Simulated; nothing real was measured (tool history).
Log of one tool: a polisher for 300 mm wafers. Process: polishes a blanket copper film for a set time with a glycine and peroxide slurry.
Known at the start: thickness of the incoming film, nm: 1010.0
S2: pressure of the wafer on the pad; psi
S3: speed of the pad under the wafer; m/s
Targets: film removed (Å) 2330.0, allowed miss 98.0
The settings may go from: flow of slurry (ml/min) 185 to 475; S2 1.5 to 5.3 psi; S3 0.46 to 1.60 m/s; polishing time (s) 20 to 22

Run 1, hour 0.0: flow of slurry (ml/min) 305, S2 3.4 psi, S3 1.02 m/s, polishing time (s) 22. Result: film removed (Å) 1315.4.
Run 2, hour 7.5: flow of slurry (ml/min) 305, S2 3.4 psi, S3 0.90 m/s, polishing time (s) 22. Result: film removed (Å) 1182.2.
Run 3, hour 9.7: flow of slurry (ml/min) 305, S2 3.7 psi, S3 0.94 m/s, polishing time (s) 22. Result: film removed (Å) 1338.5.
Run 4, hour 10.7: flow of slurry (ml/min) 305, S2 3.7 psi, S3 0.94 m/s, polishing time (s) 20. Result: film removed (Å) 1194.3.
Run 5, hour 16.9: flow of slurry (ml/min) 350, S2 3.7 psi, S3 0.94 m/s, polishing time (s) 20. Result: film removed (Å) 1208.8.
Run 6, hour 19.0: flow of slurry (ml/min) 350, S2 3.7 psi, S3 0.82 m/s, polishing time (s) 20. Result: film removed (Å) 1095.9.
Run 7, hour 22.6: flow of slurry (ml/min) 350, S2 3.9 psi, S3 0.88 m/s, polishing time (s) 20. Result: film removed (Å) 1225.8.
Run 8, hour 25.8: flow of slurry (ml/min) 350, S2 4.1 psi, S3 0.92 m/s, polishing time (s) 20. Result: film removed (Å) 1291.9.
At hour 33.2: slurry nozzle cleaned.
Run 9, hour 33.2: flow of slurry (ml/min) 350, S2 4.3 psi, S3 0.98 m/s, polishing time (s) 20. Result: film removed (Å) 1464.8.
Run 10, hour 34.7: flow of slurry (ml/min) 350, S2 4.4 psi, S3 1.02 m/s, polishing time (s) 20. Result: film removed (Å) 1537.0.
Run 11, hour 35.4: flow of slurry (ml/min) 350, S2 4.5 psi, S3 1.06 m/s, polishing time (s) 20. Result: film removed (Å) 1600.2.
Run 12, hour 39.7: flow of slurry (ml/min) 350, S2 4.6 psi, S3 1.10 m/s, polishing time (s) 20. Result: film removed (Å) 1673.2.
Run 13, hour 42.8: flow of slurry (ml/min) 350, S2 4.7 psi, S3 1.14 m/s, polishing time (s) 20. Result: film removed (Å) 1789.6.
Run 14, hour 48.9: flow of slurry (ml/min) 350, S2 4.8 psi, S3 1.16 m/s, polishing time (s) 20. Result: film removed (Å) 1852.0.
Run 15, hour 52.6: flow of slurry (ml/min) 350, S2 4.9 psi, S3 1.18 m/s, polishing time (s) 20. Result: film removed (Å) 1896.8.
Run 16, hour 56.0: flow of slurry (ml/min) 350, S2 4.9 psi, S3 1.18 m/s, polishing time (s) 20. Result: film removed (Å) 1893.0.
Run 17, hour 57.0: flow of slurry (ml/min) 350, S2 5.0 psi, S3 1.20 m/s, polishing time (s) 20. Result: film removed (Å) 1973.9.
Run 18, hour 61.3: flow of slurry (ml/min) 350, S2 5.3 psi, S3 1.32 m/s, polishing time (s) 20. Result: film removed (Å) 2196.2.

Which of these 5 next moves meets every target?
Run A, hour 65.6: flow of slurry (ml/min) 330, S2 4.8 psi, S3 1.46 m/s, polishing time (s) 20. Result: film removed (Å) ?.
Run B, hour 65.6: flow of slurry (ml/min) 265, S2 4.3 psi, S3 1.56 m/s, polishing time (s) 21. Result: film removed (Å) ?.
Run C, hour 65.6: flow of slurry (ml/min) 320, S2 5.3 psi, S3 1.32 m/s, polishing time (s) 21. Result: film removed (Å) ?.
Run D, hour 65.6: flow of slurry (ml/min) 365, S2 5.3 psi, S3 1.48 m/s, polishing time (s) 22. Result: film removed (Å) ?.
Run E, hour 65.6: flow of slurry (ml/min) 295, S2 4.7 psi, S3 1.46 m/s, polishing time (s) 20. Result: film removed (Å) ?.

move  film removed (Å)
   A            2158.6
   B            2135.0
   C            2279.3
   D            2647.8
   E            2102.4
A: further off than the last run
B: further off than the last run
C: meets every target
D: takes the result that was furthest off past its target
E: further off than the last run
The right move is C.
